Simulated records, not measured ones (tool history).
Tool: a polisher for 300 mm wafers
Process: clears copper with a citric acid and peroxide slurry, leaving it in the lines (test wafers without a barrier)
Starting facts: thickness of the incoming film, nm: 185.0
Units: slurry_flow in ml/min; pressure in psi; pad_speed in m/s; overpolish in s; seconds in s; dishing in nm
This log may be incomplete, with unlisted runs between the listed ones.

{"run": 1, "day": 0.0, "slurry_flow": 295, "pressure": 3.1, "pad_speed": 1.06, "slurry_solids": 1, "overpolish": 21, "seconds": 82.885, "dishing": 33.084}
{"run": 2, "day": 0.35, "slurry_flow": 295, "pressure": 3.1, "pad_speed": 1.06, "slurry_solids": 1, "overpolish": 15, "seconds": 83.631, "dishing": 24.658}
{"run": 3, "day": 0.429, "slurry_flow": 295, "pressure": 3.1, "pad_speed": 1.06, "slurry_solids": 1, "overpolish": 7, "seconds": 84.958, "dishing": 12.024}
{"run": 4, "day": 0.571, "slurry_flow": 295, "pressure": 3.3, "pad_speed": 1.08, "slurry_solids": 1, "overpolish": 12, "seconds": 76.869, "dishing": 21.582}
{"run": 5, "day": 0.612, "slurry_flow": 295, "pressure": 3.3, "pad_speed": 1.08, "slurry_solids": 1, "overpolish": 7, "seconds": 74.505, "dishing": 13.335}
{"day": 0.708, "done": "worn pad replaced by a new one"}
{"run": 6, "day": 0.708, "slurry_flow": 295, "pressure": 3.3, "pad_speed": 1.08, "slurry_solids": 1, "overpolish": 6, "seconds": 68.199, "dishing": 12.586}

Estimate the outcome of run 7 from the log above:
{"run": 7, "day": 0.758, "slurry_flow": 295, "pressure": 3.4, "pad_speed": 1.1, "slurry_solids": 1, "overpolish": 11, "seconds": "?", "dishing": "?"}

seconds: 66.557 s
dishing: 23.402 nm

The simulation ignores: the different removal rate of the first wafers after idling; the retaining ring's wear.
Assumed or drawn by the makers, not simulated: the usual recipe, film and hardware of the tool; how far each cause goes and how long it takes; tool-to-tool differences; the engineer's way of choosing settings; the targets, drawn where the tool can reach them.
